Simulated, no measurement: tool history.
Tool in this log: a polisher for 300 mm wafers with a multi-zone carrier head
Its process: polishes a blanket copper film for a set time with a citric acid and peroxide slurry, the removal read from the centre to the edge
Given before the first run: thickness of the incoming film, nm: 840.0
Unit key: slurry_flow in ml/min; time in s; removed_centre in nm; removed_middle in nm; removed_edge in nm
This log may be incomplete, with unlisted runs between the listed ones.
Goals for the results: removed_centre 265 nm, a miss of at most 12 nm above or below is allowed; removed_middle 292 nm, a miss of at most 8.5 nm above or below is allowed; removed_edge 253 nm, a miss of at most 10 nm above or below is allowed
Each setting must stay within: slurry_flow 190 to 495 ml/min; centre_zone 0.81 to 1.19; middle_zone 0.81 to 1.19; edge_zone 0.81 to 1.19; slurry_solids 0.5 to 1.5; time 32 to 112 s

Run 1, hour 0: slurry_flow 320 ml/min, centre_zone 1, middle_zone 1, edge_zone 1, slurry_solids 1, time 72 s. Result: removed_centre 201.11 nm, removed_middle 214.46 nm, removed_edge 202.27 nm.
Run 2, hour 3.1: slurry_flow 320 ml/min, centre_zone 1.01, middle_zone 1.02, edge_zone 1.01, slurry_solids 1.05, time 73 s. Result: removed_centre 216.37 nm, removed_middle 224.85 nm, removed_edge 211.89 nm.
Run 3, hour 9: slurry_flow 320 ml/min, centre_zone 1.01, middle_zone 1.02, edge_zone 1.04, slurry_solids 1.05, time 73 s. Result: removed_centre 220.84 nm, removed_middle 222.43 nm, removed_edge 217.86 nm.
Run 4, hour 10.5: slurry_flow 325 ml/min, centre_zone 1.01, middle_zone 1.04, edge_zone 1.04, slurry_solids 1.1, time 73 s. Result: removed_centre 212.98 nm, removed_middle 233.61 nm, removed_edge 222.46 nm.
Run 5, hour 15.2: slurry_flow 325 ml/min, centre_zone 1.01, middle_zone 1.04, edge_zone 1.04, slurry_solids 1, time 73 s. Result: removed_centre 215.4 nm, removed_middle 222.91 nm, removed_edge 217.8 nm.
Run 6, hour 18.6: slurry_flow 325 ml/min, centre_zone 1.01, middle_zone 1.04, edge_zone 1.04, slurry_solids 1.15, time 73 s. Result: removed_centre 218.41 nm, removed_middle 236.09 nm, removed_edge 225.62 nm.
Run 7, hour 23.6: slurry_flow 325 ml/min, centre_zone 1.02, middle_zone 1.06, edge_zone 1.04, slurry_solids 1.15, time 73 s. Result: removed_centre 229.77 nm, removed_middle 237.02 nm, removed_edge 226.34 nm.
Run 8, hour 31.1: slurry_flow 330 ml/min, centre_zone 1.02, middle_zone 1.08, edge_zone 1.04, slurry_solids 1.2, time 73 s. Result: removed_centre 223.78 nm, removed_middle 243.11 nm, removed_edge 219.8 nm.
Run 9, hour 33.3: slurry_flow 330 ml/min, centre_zone 1.03, middle_zone 1.09, edge_zone 1.05, slurry_solids 1.25, time 73 s. Result: removed_centre 226.33 nm, removed_middle 249.16 nm, removed_edge 230.61 nm.
Run 10, hour 37.8: slurry_flow 365 ml/min, centre_zone 1.13, middle_zone 1.19, edge_zone 1, slurry_solids 1.4, time 75 s. Result: removed_centre 268.67 nm, removed_middle 284.07 nm, removed_edge 237.09 nm.
Run 11, hour 43.4: slurry_flow 365 ml/min, centre_zone 1.13, middle_zone 1.19, edge_zone 1.01, slurry_solids 1.4, time 75 s. Result: removed_centre 273.1 nm, removed_middle 287.46 nm, removed_edge 239.99 nm.
Run 12, hour 50.7: slurry_flow 365 ml/min, centre_zone 1.13, middle_zone 1.19, edge_zone 1.02, slurry_solids 1.4, time 75 s. Result: removed_centre 275.12 nm, removed_middle 290.28 nm, removed_edge 239.68 nm.

Pick the move, out of 4, that brings all results within their allowed miss; only one does.
Run A, hour 58: slurry_flow 330 ml/min, centre_zone 1.14, middle_zone 1.13, edge_zone 0.99, slurry_solids 1.45, time 81 s. Result: removed_centre ?, removed_middle ?, removed_edge ?.
Run B, hour 58: slurry_flow 305 ml/min, centre_zone 1.12, middle_zone 1.18, edge_zone 0.95, slurry_solids 1.5, time 76 s. Result: removed_centre ?, removed_middle ?, removed_edge ?.
Run C, hour 58: slurry_flow 370 ml/min, centre_zone 1.06, middle_zone 1.14, edge_zone 1.02, slurry_solids 1.5, time 78 s. Result: removed_centre ?, removed_middle ?, removed_edge ?.
Run D, hour 58: slurry_flow 340 ml/min, centre_zone 0.96, middle_zone 1.02, edge_zone 1.04, slurry_solids 1.35, time 86 s. Result: removed_centre ?, removed_middle ?, removed_edge ?.

move  removed_centre  removed_middle  removed_edge
   A          292.32          299.39         259.9
   B          270.31           292.5        239.99
   C             267           295.6        257.77
   D          258.13           286.7        278.24
A: the worst result of the last run now meets its target, but another is out of spec
B: no nearer and no further than the last run
C: each result inside its tolerance
D: takes the result that was furthest off past its target
Correct choice: C, which meets every target
